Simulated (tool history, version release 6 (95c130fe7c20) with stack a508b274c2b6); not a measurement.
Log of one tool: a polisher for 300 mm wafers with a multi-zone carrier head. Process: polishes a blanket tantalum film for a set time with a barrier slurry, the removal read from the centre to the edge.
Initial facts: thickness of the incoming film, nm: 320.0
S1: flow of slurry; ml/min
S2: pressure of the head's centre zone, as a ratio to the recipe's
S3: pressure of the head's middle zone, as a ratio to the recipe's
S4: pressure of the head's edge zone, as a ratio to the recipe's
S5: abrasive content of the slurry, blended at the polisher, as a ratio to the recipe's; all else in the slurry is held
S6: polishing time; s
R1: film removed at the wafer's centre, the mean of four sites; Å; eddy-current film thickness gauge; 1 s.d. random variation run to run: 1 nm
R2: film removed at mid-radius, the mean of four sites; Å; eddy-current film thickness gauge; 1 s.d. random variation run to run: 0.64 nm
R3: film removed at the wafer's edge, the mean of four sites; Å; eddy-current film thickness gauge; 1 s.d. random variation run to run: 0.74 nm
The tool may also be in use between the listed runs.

run,day,S1,S2,S3,S4,S5,S6,R1,R2,R3
1,0,125,1,1,1,1,33,770.36,759.45,746.14
2,0.212,140,1,1.04,0.97,1,33,767.96,795.32,755.43
3,0.392,140,1,1.04,0.94,1,33,773.19,805.37,736.01
4,0.667,150,1.02,1.07,0.92,1,33,792.98,829.92,729.49
5,0.854,135,1.02,1.07,0.92,1,33,778.07,807.37,729.6
6,1.158,150,1.03,1.09,0.91,1,33,809.83,832.42,721.98
7,1.271,160,1.03,1.11,0.92,1,33,793.72,858.15,742.44
8,1.333,165,1.04,1.13,0.91,1,33,835.81,888.61,726.83

Forecast run 9:
9,1.662,190,1.01,1.15,0.95,1.05,33,?,?,?

{"run 9": {"R1": 821.15, "R2": 929.64, "R3": 764.14}}
